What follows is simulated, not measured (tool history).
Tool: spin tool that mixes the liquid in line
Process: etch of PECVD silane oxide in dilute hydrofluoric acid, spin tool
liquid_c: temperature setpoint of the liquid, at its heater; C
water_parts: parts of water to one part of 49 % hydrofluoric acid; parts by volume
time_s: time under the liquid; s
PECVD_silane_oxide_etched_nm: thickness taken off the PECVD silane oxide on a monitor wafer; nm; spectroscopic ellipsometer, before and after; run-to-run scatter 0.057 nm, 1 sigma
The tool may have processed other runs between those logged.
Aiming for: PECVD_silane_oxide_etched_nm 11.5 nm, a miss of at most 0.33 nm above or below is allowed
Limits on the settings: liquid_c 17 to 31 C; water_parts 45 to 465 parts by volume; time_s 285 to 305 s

run	hour	liquid_c	water_parts	time_s	PECVD_silane_oxide_etched_nm
1	0	23	255	285	20.603
2	4.5	21.5	275	285	17.791
3	12.6	20.5	290	285	16.087
4	18.9	20.5	350	285	12.635
5	27.7	20.5	415	285	10.086
6	34.1	22	415	285	10.585
7	37.5	22.5	415	285	10.78
8	39.8	23	415	285	10.842
9	40.8	23.5	415	285	11.072

Which single option among these 5 for the next run brings every result within its allowed miss of target? Just one does.
A	41.8	24	385	290	?
B	41.8	22.5	390	305	?
C	41.8	26	430	305	?
D	41.8	22	395	305	?
E	41.8	22.5	410	300	?

move	PECVD_silane_oxide_etched_nm
A	12.667
B	12.453
C	12.214
D	12.037
E	11.45
A: pushes the last run's worst result past its target
B: pushes the last run's worst result past its target
C: pushes the last run's worst result past its target
D: pushes the last run's worst result past its target
E: all results land within tolerance of their targets
Answer: E

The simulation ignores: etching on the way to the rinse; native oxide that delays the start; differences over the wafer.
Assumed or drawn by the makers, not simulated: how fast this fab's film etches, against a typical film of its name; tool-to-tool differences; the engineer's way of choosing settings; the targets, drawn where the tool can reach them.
